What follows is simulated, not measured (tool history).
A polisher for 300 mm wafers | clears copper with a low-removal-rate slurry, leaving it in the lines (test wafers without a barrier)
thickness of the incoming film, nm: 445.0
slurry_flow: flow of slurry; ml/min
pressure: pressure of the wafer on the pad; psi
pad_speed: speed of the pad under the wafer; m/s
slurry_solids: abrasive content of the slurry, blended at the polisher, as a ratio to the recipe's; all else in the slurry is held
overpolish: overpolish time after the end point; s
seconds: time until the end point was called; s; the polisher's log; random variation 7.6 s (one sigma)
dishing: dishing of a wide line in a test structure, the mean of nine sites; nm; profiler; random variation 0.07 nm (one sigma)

Run 1, hour 0.0: slurry_flow 165 ml/min, pressure 2.4 psi, pad_speed 1.26 m/s, slurry_solids 1.00, overpolish 8 s. Result: seconds 168.99 s, dishing 16.4070 nm.
Run 2, hour 3.8: slurry_flow 165 ml/min, pressure 2.4 psi, pad_speed 1.26 m/s, slurry_solids 1.15, overpolish 8 s. Result: seconds 162.75 s, dishing 17.6220 nm.
Run 3, hour 12.3: slurry_flow 165 ml/min, pressure 2.0 psi, pad_speed 1.26 m/s, slurry_solids 1.15, overpolish 8 s. Result: seconds 194.53 s, dishing 14.6080 nm.
Run 4, hour 20.5: slurry_flow 165 ml/min, pressure 1.7 psi, pad_speed 1.08 m/s, slurry_solids 1.10, overpolish 8 s. Result: seconds 273.51 s, dishing 10.8740 nm.
Run 5, hour 28.9: slurry_flow 165 ml/min, pressure 1.7 psi, pad_speed 1.08 m/s, slurry_solids 0.95, overpolish 8 s. Result: seconds 286.12 s, dishing 10.2130 nm.
Run 6, hour 35.3: slurry_flow 165 ml/min, pressure 2.2 psi, pad_speed 1.08 m/s, slurry_solids 0.95, overpolish 8 s. Result: seconds 221.59 s, dishing 12.9600 nm.
Run 7, hour 41.4: slurry_flow 170 ml/min, pressure 1.9 psi, pad_speed 1.00 m/s, slurry_solids 0.90, overpolish 8 s. Result: seconds 273.32 s, dishing 10.6090 nm.
Run 8, hour 48.5: slurry_flow 175 ml/min, pressure 1.7 psi, pad_speed 0.96 m/s, slurry_solids 0.85, overpolish 8 s. Result: seconds 312.23 s, dishing 8.8426 nm.
At hour 49.5: head pressure recalibrated.
Run 9, hour 49.5: slurry_flow 180 ml/min, pressure 1.5 psi, pad_speed 0.94 m/s, slurry_solids 0.85, overpolish 8 s. Result: seconds 390.71 s, dishing 7.4858 nm.
Run 10, hour 51.3: slurry_flow 180 ml/min, pressure 1.3 psi, pad_speed 0.92 m/s, slurry_solids 0.85, overpolish 6 s. Result: seconds 469.78 s, dishing 4.8402 nm.
Run 11, hour 54.7: slurry_flow 180 ml/min, pressure 1.3 psi, pad_speed 0.92 m/s, slurry_solids 0.90, overpolish 6 s. Result: seconds 439.98 s, dishing 4.8575 nm.
Run 12, hour 59.5: slurry_flow 175 ml/min, pressure 1.3 psi, pad_speed 0.92 m/s, slurry_solids 0.90, overpolish 6 s. Result: seconds 457.22 s, dishing 4.9938 nm.
Run 13, hour 67.8: slurry_flow 165 ml/min, pressure 1.3 psi, pad_speed 0.92 m/s, slurry_solids 0.90, overpolish 6 s. Result: seconds 467.62 s, dishing 4.8228 nm.

Forecast run 14:
Run 14, hour 74.8: slurry_flow 160 ml/min, pressure 1.3 psi, pad_speed 0.92 m/s, slurry_solids 0.90, overpolish 6 s. Result: seconds ?, dishing ?.

Run 14 gave seconds 457.34 s, dishing 4.8322 nm.
